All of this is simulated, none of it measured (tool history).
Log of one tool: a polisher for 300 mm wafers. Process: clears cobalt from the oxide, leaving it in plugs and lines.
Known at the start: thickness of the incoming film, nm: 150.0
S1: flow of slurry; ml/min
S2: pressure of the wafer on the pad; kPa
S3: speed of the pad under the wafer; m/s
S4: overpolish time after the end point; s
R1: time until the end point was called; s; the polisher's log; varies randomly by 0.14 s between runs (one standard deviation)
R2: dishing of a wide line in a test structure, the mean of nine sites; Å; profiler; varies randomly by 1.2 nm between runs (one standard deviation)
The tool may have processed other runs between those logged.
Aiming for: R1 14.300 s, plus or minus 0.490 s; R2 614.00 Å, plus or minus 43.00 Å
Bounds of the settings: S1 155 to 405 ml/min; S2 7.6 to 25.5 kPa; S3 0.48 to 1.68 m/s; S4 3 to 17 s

run	day	S1	S2	S3	S4	R1	R2
1	0.000	260	16.5	1.08	9	21.554	400.19
2	0.067	260	16.5	1.08	7	21.620	348.58
3	0.133	260	18.6	1.08	9	18.763	439.97
4	0.304	260	15.9	1.08	9	22.356	414.23
5	0.392	260	17.9	1.10	10	19.650	486.65
6	0.729	260	17.9	1.10	13	19.280	528.67
7	1.088	265	22.1	1.12	12	15.726	548.37
8	1.333	265	22.1	1.12	12	15.607	533.71
9	1.638	265	22.8	1.12	13	15.034	588.32

Which one of the following 5 next-run settings gets every result inside its allowed miss? There is exactly one.
A	1.942	350	18.6	1.32	13	?	?
B	1.942	255	24.1	1.14	14	?	?
C	1.942	245	22.8	1.10	12	?	?
D	1.942	215	22.8	1.12	9	?	?
E	1.942	320	24.8	1.04	10	?	?

move	R1	R2
A	15.278	585.97
B	14.108	612.06
C	15.545	566.86
D	15.541	502.69
E	14.656	540.49
A: further off than the last run
B: hits every target within its allowed miss
C: further off than the last run
D: further off than the last run
E: puts the biggest miss on target and leaves a different result outside tolerance
Answer: B
